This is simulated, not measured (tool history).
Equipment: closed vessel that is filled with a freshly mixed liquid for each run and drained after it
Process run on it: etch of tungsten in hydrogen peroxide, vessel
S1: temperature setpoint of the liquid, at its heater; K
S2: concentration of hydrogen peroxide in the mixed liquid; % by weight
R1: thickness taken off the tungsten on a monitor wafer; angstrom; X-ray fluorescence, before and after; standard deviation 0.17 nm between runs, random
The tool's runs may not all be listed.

{"run": 1, "day": 0.0, "S1": 321.15, "S2": 18.5, "time in the liquid (s)": 30, "R1": 187.59}
{"run": 2, "day": 0.117, "S1": 321.65, "S2": 18.5, "time in the liquid (s)": 30, "R1": 194.58}
{"run": 3, "day": 0.396, "S1": 322.15, "S2": 18.5, "time in the liquid (s)": 30, "R1": 198.09}
{"run": 4, "day": 0.629, "S1": 329.15, "S2": 18.5, "time in the liquid (s)": 30, "R1": 300.89}
{"run": 5, "day": 0.933, "S1": 332.65, "S2": 18.5, "time in the liquid (s)": 30, "R1": 372.63}
{"run": 6, "day": 1.125, "S1": 332.65, "S2": 18.5, "time in the liquid (s)": 30, "R1": 370.09}
{"run": 7, "day": 1.158, "S1": 331.65, "S2": 18.5, "time in the liquid (s)": 30, "R1": 357.51}

For run 8, what comes out?
{"run": 8, "day": 1.425, "S1": 330.65, "S2": 18.5, "time in the liquid (s)": 30, "R1": "?"}

R1: 329.22 angstrom
